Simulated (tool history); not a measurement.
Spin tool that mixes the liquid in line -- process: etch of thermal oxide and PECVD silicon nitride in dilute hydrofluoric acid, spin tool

run,day,temperature setpoint of the liquid (C),parts of water to one part of 49 % hydrofluoric acid (parts by volume),time under the liquid (s),thickness taken off the thermal oxide on a monitor wafer (Å),thickness taken off the PECVD silicon nitride on a monitor wafer (Å)
1,0,20,55,90,69.451,31.98
2,0.258,22,55,90,75.661,36.071
3,0.433,22,65,90,63.411,30.792
4,0.721,22,65,60,42.447,20.526
5,0.767,22,85,60,31.446,15.873
6,0.812,22,85,40,20.945,10.49
7,1.096,24,65,45,34.306,17.77

What will run 8 give?
8,1.292,25,50,50,?,?

Logged for run 8: thickness taken off the thermal oxide on a monitor wafer (Å) 52.566, thickness taken off the PECVD silicon nitride on a monitor wafer (Å) 27.255.

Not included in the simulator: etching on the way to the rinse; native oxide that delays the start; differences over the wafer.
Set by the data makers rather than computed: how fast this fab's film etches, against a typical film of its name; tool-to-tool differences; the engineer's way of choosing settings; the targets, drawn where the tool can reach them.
